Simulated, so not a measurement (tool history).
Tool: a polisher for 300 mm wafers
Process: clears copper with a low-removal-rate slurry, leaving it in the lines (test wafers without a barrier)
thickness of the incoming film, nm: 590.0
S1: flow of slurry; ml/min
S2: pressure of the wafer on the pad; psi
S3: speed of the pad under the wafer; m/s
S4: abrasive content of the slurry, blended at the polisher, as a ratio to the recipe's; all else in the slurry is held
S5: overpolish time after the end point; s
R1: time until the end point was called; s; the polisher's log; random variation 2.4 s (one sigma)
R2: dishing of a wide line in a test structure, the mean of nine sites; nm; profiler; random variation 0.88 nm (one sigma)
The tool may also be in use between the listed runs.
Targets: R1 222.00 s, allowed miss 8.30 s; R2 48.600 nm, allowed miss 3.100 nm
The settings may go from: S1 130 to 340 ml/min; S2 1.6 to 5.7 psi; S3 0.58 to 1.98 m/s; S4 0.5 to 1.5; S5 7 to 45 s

{"run": 1, "hour": 0.0, "S1": 220, "S2": 3.6, "S3": 1.28, "S4": 1.0, "S5": 23, "R1": 135.8, "R2": 52.127}
{"run": 2, "hour": 8.8, "S1": 220, "S2": 2.8, "S3": 1.28, "S4": 1.0, "S5": 23, "R1": 165.45, "R2": 43.736}
{"run": 3, "hour": 17.0, "S1": 165, "S2": 2.8, "S3": 1.28, "S4": 1.0, "S5": 23, "R1": 171.66, "R2": 43.568}
{"run": 4, "hour": 23.9, "S1": 165, "S2": 2.8, "S3": 1.28, "S4": 1.0, "S5": 29, "R1": 170.72, "R2": 50.113}
{"run": 5, "hour": 25.2, "S1": 165, "S2": 2.6, "S3": 1.28, "S4": 1.0, "S5": 31, "R1": 183.78, "R2": 50.271}
{"run": 6, "hour": 29.2, "S1": 165, "S2": 2.6, "S3": 1.28, "S4": 1.0, "S5": 36, "R1": 179.92, "R2": 55.916}
{"run": 7, "hour": 33.9, "S1": 165, "S2": 2.4, "S3": 1.28, "S4": 1.0, "S5": 36, "R1": 194.46, "R2": 52.866}
{"run": 8, "hour": 40.6, "S1": 165, "S2": 2.3, "S3": 1.28, "S4": 1.0, "S5": 36, "R1": 198.81, "R2": 52.27}
{"run": 9, "hour": 46.9, "S1": 165, "S2": 2.2, "S3": 1.28, "S4": 1.0, "S5": 36, "R1": 204.36, "R2": 50.746}
{"run": 10, "hour": 53.8, "S1": 165, "S2": 2.1, "S3": 1.28, "S4": 1.0, "S5": 36, "R1": 211.59, "R2": 49.391}

Which of these 4 next moves meets every target?
{"run": "A", "hour": 60.7, "S1": 130, "S2": 2.7, "S3": 0.92, "S4": 1.2, "S5": 39, "R1": "?", "R2": "?"}
{"run": "B", "hour": 60.7, "S1": 195, "S2": 1.7, "S3": 1.38, "S4": 1.0, "S5": 31, "R1": "?", "R2": "?"}
{"run": "C", "hour": 60.7, "S1": 170, "S2": 2.3, "S3": 1.3, "S4": 1.0, "S5": 30, "R1": "?", "R2": "?"}
{"run": "D", "hour": 60.7, "S1": 170, "S2": 1.6, "S3": 1.52, "S4": 0.9, "S5": 38, "R1": "?", "R2": "?"}

move=A R1=240.71 R2=50.026
move=B R1=224.01 R2=43.982
move=C R1=195.04 R2=47.944
move=D R1=218.67 R2=50.412
A: takes the result that was furthest off past its target
B: brings the result that was furthest off to its target, and leaves another outside
C: further off than the last run
D: meets every target
Answer: D

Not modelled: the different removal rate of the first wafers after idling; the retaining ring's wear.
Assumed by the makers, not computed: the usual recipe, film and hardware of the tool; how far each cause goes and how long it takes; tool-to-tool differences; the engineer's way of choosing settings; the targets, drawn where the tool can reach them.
